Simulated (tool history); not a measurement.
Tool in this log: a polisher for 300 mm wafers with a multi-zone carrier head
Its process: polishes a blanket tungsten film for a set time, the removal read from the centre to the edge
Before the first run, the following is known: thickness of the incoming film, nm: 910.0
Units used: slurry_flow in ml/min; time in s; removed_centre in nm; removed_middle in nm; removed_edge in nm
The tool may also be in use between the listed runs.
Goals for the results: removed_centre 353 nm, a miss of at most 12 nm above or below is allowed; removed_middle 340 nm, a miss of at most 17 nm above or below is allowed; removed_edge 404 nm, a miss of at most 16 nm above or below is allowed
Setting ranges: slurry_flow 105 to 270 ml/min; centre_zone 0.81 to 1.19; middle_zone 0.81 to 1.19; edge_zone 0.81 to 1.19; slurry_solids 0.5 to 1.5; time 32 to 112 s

| run | hour | slurry_flow | centre_zone | middle_zone | edge_zone | slurry_solids | time | removed_centre | removed_middle | removed_edge |
|---|---|---|---|---|---|---|---|---|---|---|
| 1 | 0 | 175 | 1 | 1 | 1 | 1 | 72 | 280.05 | 263.56 | 257.19 |
| 2 | 5.7 | 175 | 1 | 1 | 1 | 1.2 | 72 | 287.72 | 278.85 | 265.61 |
| 3 | 14.1 | 175 | 1 | 0.94 | 1 | 1.2 | 72 | 290.58 | 257.05 | 263.17 |
| 4 | 19.1 | 175 | 1 | 0.94 | 1 | 1.2 | 60 | 243.8 | 217.7 | 220.51 |
| 5 | 23 | 175 | 1 | 0.89 | 1 | 1.2 | 60 | 239.12 | 206.19 | 229 |
| 6 | 31.5 | 175 | 1 | 0.89 | 1 | 1.4 | 60 | 249.93 | 209.06 | 234.49 |
|  | 37 | centre zone pressure recalibrated |
| 7 | 37 | 175 | 0.96 | 0.9 | 1.05 | 1.45 | 71 | 258.67 | 254.91 | 278.85 |
| 8 | 44.9 | 180 | 0.98 | 0.89 | 1.09 | 1.45 | 78 | 295.09 | 273.6 | 317.83 |
| 9 | 49.4 | 190 | 0.98 | 0.9 | 1.12 | 1.45 | 82 | 305.94 | 294.96 | 331.46 |
| 10 | 54.4 | 180 | 0.98 | 0.89 | 1.13 | 1.45 | 86 | 325.01 | 296.63 | 367.52 |

Exactly one of the 5 candidate moves below puts every result within its allowed miss. Which one?
| A | 59.4 | 265 | 1.01 | 0.97 | 1.08 | 1.5 | 93 | ? | ? | ? |
| B | 59.4 | 210 | 1.02 | 0.99 | 1.09 | 1.45 | 84 | ? | ? | ? |
| C | 59.4 | 180 | 0.98 | 1.04 | 1.11 | 1.5 | 83 | ? | ? | ? |
| D | 59.4 | 215 | 1.06 | 0.96 | 1.09 | 1.5 | 84 | ? | ? | ? |
| E | 59.4 | 150 | 0.97 | 0.89 | 1.14 | 1.35 | 99 | ? | ? | ? |

| move | removed_centre | removed_middle | removed_edge |
|---|---|---|---|
| A | 386.22 | 378.65 | 389.42 |
| B | 339.16 | 336.25 | 343.75 |
| C | 318.69 | 341.99 | 339.98 |
| D | 354.61 | 331.02 | 347.2 |
| E | 356.69 | 340.41 | 394.67 |
A: carries the result that was furthest off beyond its target, to the other side
B: corrects the largest miss of the last run, while another result sits out of spec
C: corrects the largest miss of the last run, while another result sits out of spec
D: corrects the largest miss of the last run, while another result sits out of spec
E: in spec on every target
E is the move that brings every result within its allowed miss.
